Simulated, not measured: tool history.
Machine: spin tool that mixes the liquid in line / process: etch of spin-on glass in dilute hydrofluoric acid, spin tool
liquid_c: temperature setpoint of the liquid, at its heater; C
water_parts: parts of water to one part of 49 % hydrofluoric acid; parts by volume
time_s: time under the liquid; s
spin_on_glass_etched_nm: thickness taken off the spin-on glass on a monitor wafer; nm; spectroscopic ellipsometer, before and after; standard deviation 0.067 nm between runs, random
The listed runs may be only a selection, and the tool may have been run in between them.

run,day,liquid_c,water_parts,time_s,spin_on_glass_etched_nm
1,0,22,245,70,12.771
2,0.204,20.5,245,70,11.981
3,0.238,17,245,70,10.281
4,0.583,17,175,70,15.955
# day 0.708: thermometer replaced
5,0.708,17,220,70,11.155
6,1.075,17,245,70,9.5835
7,1.342,17,245,70,9.6304
8,1.692,17,260,70,9.0405
9,1.962,17,270,70,8.8618

Predict the results of run 10:
10,2.133,17,285,70,?

spin_on_glass_etched_nm: 8.0387 nm
